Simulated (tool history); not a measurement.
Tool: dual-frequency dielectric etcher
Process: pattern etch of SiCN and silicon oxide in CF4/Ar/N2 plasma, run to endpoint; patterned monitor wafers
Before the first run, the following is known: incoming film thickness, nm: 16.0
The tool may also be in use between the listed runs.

{"run": 1, "day": 0.0, "source power (W)": 430, "bias power (W)": 51, "Ar flow (sccm)": 104, "CF4 flow (sccm)": 71, "endpoint time (s)": 20.81}
{"run": 2, "day": 0.212, "source power (W)": 400, "bias power (W)": 51, "Ar flow (sccm)": 104, "CF4 flow (sccm)": 71, "endpoint time (s)": 22.374}
{"run": 3, "day": 0.35, "source power (W)": 400, "bias power (W)": 51, "Ar flow (sccm)": 104, "CF4 flow (sccm)": 76, "endpoint time (s)": 22.184}
{"run": 4, "day": 0.404, "source power (W)": 390, "bias power (W)": 51, "Ar flow (sccm)": 104, "CF4 flow (sccm)": 76, "endpoint time (s)": 22.812}
{"run": 5, "day": 0.483, "source power (W)": 380, "bias power (W)": 51, "Ar flow (sccm)": 104, "CF4 flow (sccm)": 76, "endpoint time (s)": 23.196}
{"run": 6, "day": 0.571, "source power (W)": 380, "bias power (W)": 51, "Ar flow (sccm)": 104, "CF4 flow (sccm)": 71, "endpoint time (s)": 23.495}

Run 7 comes next. What will it give?
{"run": 7, "day": 0.904, "source power (W)": 370, "bias power (W)": 51, "Ar flow (sccm)": 104, "CF4 flow (sccm)": 71, "endpoint time (s)": "?"}

endpoint time (s): 24.326
